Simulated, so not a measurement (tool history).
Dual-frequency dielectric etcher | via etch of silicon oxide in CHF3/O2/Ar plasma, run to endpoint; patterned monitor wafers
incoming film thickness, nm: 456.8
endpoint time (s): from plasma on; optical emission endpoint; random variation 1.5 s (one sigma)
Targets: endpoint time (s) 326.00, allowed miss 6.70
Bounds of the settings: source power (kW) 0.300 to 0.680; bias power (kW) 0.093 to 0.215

| run | hour | source power (kW) | bias power (kW) | endpoint time (s) |
|---|---|---|---|---|
| 1 | 0.0 | 0.490 | 0.154 | 282.07 |
| 2 | 3.6 | 0.490 | 0.134 | 297.18 |
| 3 | 8.9 | 0.470 | 0.133 | 300.89 |
| 4 | 12.1 | 0.520 | 0.133 | 289.06 |
| 5 | 16.4 | 0.520 | 0.153 | 278.16 |
| 6 | 19.3 | 0.480 | 0.150 | 290.56 |
| 7 | 27.3 | 0.460 | 0.148 | 291.89 |
| 8 | 34.3 | 0.430 | 0.145 | 302.65 |
| 9 | 35.1 | 0.410 | 0.144 | 310.87 |
| 10 | 37.2 | 0.400 | 0.143 | 310.81 |
| 11 | 45.9 | 0.390 | 0.142 | 315.95 |

4 next moves are on the table. One of them brings every result within its allowed miss. Which?
| A | 54.6 | 0.390 | 0.146 | ? |
| B | 54.6 | 0.430 | 0.149 | ? |
| C | 54.6 | 0.360 | 0.138 | ? |
| D | 54.6 | 0.390 | 0.154 | ? |

| move | endpoint time (s) |
|---|---|
| A | 314.62 |
| B | 301.95 |
| C | 329.64 |
| D | 309.06 |
A: further off than the last run
B: further off than the last run
C: meets every target
D: further off than the last run
The right move is C.
